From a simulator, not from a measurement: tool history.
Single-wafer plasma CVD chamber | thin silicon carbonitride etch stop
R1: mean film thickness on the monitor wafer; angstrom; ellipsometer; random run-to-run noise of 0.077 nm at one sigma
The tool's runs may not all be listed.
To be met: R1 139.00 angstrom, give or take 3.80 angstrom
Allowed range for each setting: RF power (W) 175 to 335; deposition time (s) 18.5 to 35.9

{"run": 1, "hour": 0.0, "RF power (W)": 255, "deposition time (s)": 27.2, "R1": 169.06}
{"run": 2, "hour": 8.3, "RF power (W)": 250, "deposition time (s)": 26.7, "R1": 163.85}
{"run": 3, "hour": 13.8, "RF power (W)": 245, "deposition time (s)": 26.3, "R1": 162.3}
{"run": 4, "hour": 15.9, "RF power (W)": 240, "deposition time (s)": 25.8, "R1": 157.17}
{"run": 5, "hour": 17.8, "RF power (W)": 235, "deposition time (s)": 25.5, "R1": 155.83}
{"run": 6, "hour": 25.5, "RF power (W)": 235, "deposition time (s)": 25.1, "R1": 152.39}
{"run": 7, "hour": 31.0, "RF power (W)": 230, "deposition time (s)": 24.9, "R1": 151.61}
{"run": 8, "hour": 34.6, "RF power (W)": 210, "deposition time (s)": 22.5, "R1": 133.32}

Which of these 5 next moves meets every target?
{"run": "A", "hour": 38.2, "RF power (W)": 220, "deposition time (s)": 23.1, "R1": "?"}
{"run": "B", "hour": 38.2, "RF power (W)": 210, "deposition time (s)": 21.0, "R1": "?"}
{"run": "C", "hour": 38.2, "RF power (W)": 250, "deposition time (s)": 21.0, "R1": "?"}
{"run": "D", "hour": 38.2, "RF power (W)": 215, "deposition time (s)": 21.4, "R1": "?"}
{"run": "E", "hour": 38.2, "RF power (W)": 220, "deposition time (s)": 21.5, "R1": "?"}

move=A R1=139.24
move=B R1=125.15
move=C R1=130.67
move=D R1=128.27
move=E R1=129.60
A: all results land within tolerance of their targets
B: further off than the last run
C: further off than the last run
D: further off than the last run
E: further off than the last run
A meets every target.
